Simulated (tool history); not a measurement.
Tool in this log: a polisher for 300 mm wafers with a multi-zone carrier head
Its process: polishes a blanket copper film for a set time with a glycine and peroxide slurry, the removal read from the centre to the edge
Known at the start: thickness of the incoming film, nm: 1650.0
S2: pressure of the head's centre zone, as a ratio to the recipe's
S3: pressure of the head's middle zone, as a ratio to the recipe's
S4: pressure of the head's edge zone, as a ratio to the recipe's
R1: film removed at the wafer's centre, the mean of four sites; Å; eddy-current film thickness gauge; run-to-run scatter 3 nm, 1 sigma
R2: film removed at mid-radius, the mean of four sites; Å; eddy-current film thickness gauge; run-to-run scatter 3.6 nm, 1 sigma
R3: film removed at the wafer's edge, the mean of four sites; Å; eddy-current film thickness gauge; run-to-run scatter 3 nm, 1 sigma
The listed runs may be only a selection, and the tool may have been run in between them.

Run 1, hour 0: flow of slurry (ml/min) 295, S2 1, S3 1, S4 1, polishing time (s) 62. Result: R1 4310 Å, R2 4415.1 Å, R3 4291.5 Å.
Run 2, hour 1.7: flow of slurry (ml/min) 295, S2 1, S3 1, S4 1, polishing time (s) 51. Result: R1 3515 Å, R2 3674.5 Å, R3 3593.6 Å.
Run 3, hour 10.7: flow of slurry (ml/min) 295, S2 1, S3 1, S4 0.96, polishing time (s) 51. Result: R1 3529.4 Å, R2 3633.4 Å, R3 3576.8 Å.
Run 4, hour 17.9: flow of slurry (ml/min) 220, S2 1, S3 1, S4 0.96, polishing time (s) 51. Result: R1 3325.4 Å, R2 3522.8 Å, R3 3406.8 Å.
Run 5, hour 24.2: flow of slurry (ml/min) 220, S2 1, S3 1, S4 0.92, polishing time (s) 51. Result: R1 3379.4 Å, R2 3495.5 Å, R3 3349.5 Å.
Run 6, hour 30.8: flow of slurry (ml/min) 220, S2 0.96, S3 1, S4 0.92, polishing time (s) 51. Result: R1 3155.2 Å, R2 3528.2 Å, R3 3348.8 Å.

Run 7, settings as shown, results not yet in. Your forecast:
Run 7, hour 35: flow of slurry (ml/min) 220, S2 0.97, S3 0.99, S4 0.91, polishing time (s) 51. Result: R1 ?, R2 ?, R3 ?.

Run 7 produced R1 3242.3 Å, R2 3403.5 Å, R3 3360.2 Å.
